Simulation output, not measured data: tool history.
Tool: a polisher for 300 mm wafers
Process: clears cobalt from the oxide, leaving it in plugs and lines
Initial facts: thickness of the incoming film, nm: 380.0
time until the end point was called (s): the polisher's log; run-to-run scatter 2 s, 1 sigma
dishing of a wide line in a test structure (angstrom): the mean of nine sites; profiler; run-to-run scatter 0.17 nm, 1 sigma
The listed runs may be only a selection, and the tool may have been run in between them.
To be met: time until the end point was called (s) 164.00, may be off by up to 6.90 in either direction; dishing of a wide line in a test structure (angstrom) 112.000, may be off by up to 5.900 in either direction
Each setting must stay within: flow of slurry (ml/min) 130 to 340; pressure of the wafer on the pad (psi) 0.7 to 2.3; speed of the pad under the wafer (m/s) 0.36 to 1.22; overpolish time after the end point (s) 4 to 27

run,hour,flow of slurry (ml/min),pressure of the wafer on the pad (psi),speed of the pad under the wafer (m/s),overpolish time after the end point (s),time until the end point was called (s),dishing of a wide line in a test structure (angstrom)
1,0.0,220,1.5,0.78,14,133.69,285.630
2,4.3,220,1.4,0.78,12,142.13,236.480
3,9.2,220,1.3,0.78,11,155.48,211.400
4,12.9,275,1.3,0.78,11,150.52,210.190
5,21.2,275,1.0,0.78,11,194.35,169.740
6,22.1,275,0.8,0.78,11,239.81,141.940
7,23.3,285,0.8,0.78,10,237.71,129.460
8,24.5,295,0.9,0.78,9,217.16,129.750
9,33.5,300,1.0,0.78,8,190.31,125.580
10,39.8,310,1.1,0.78,7,175.44,123.460
11,44.5,315,1.1,0.78,6,176.02,106.420

5 next moves are on the table. One of them brings every result within its allowed miss. Which?
A,49.2,325,1.1,0.84,5,?,?
B,49.2,325,1.0,0.82,7,?,?
C,49.2,305,1.0,0.80,6,?,?
D,49.2,335,1.1,0.72,7,?,?
E,49.2,330,1.2,0.76,6,?,?

move,time until the end point was called (s),dishing of a wide line in a test structure (angstrom)
A,165.28,97.382
B,185.36,120.050
C,190.81,101.050
D,191.49,116.460
E,167.33,114.330
A: brings the result that was furthest off to its target, and leaves another outside
B: moves away from the targets compared with the last run
C: moves away from the targets compared with the last run
D: moves away from the targets compared with the last run
E: each result inside its tolerance
The move that meets every target is E.
